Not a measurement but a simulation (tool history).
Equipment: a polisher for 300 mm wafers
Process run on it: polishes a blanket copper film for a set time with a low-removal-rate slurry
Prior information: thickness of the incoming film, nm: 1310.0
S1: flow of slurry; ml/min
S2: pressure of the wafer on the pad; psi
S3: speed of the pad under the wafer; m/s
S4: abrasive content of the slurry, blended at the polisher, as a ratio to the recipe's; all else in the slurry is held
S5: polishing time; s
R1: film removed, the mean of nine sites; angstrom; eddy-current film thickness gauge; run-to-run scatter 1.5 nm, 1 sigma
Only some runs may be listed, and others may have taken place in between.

{"run": 1, "hour": 0.0, "S1": 140, "S2": 2.9, "S3": 1.08, "S4": 1.0, "S5": 45, "R1": 1627.8}
{"run": 2, "hour": 4.8, "S1": 170, "S2": 2.9, "S3": 1.08, "S4": 1.0, "S5": 45, "R1": 1690.3}
{"run": 3, "hour": 13.7, "S1": 170, "S2": 2.6, "S3": 1.08, "S4": 1.0, "S5": 45, "R1": 1521.0}
{"run": 4, "hour": 19.2, "S1": 170, "S2": 2.6, "S3": 1.08, "S4": 1.15, "S5": 45, "R1": 1536.7}
{"run": 5, "hour": 25.3, "S1": 170, "S2": 2.4, "S3": 1.08, "S4": 1.15, "S5": 45, "R1": 1455.9}
{"run": 6, "hour": 31.0, "S1": 170, "S2": 2.2, "S3": 1.08, "S4": 1.15, "S5": 45, "R1": 1336.3}
{"run": 7, "hour": 38.8, "S1": 170, "S2": 2.1, "S3": 1.08, "S4": 1.15, "S5": 45, "R1": 1234.5}
{"run": 8, "hour": 41.4, "S1": 165, "S2": 2.0, "S3": 1.08, "S4": 1.15, "S5": 45, "R1": 1198.8}

Forecast run 9:
{"run": 9, "hour": 42.1, "S1": 160, "S2": 1.9, "S3": 1.08, "S4": 1.15, "S5": 45, "R1": "?"}

Run 9 measured R1 1125.1 angstrom.
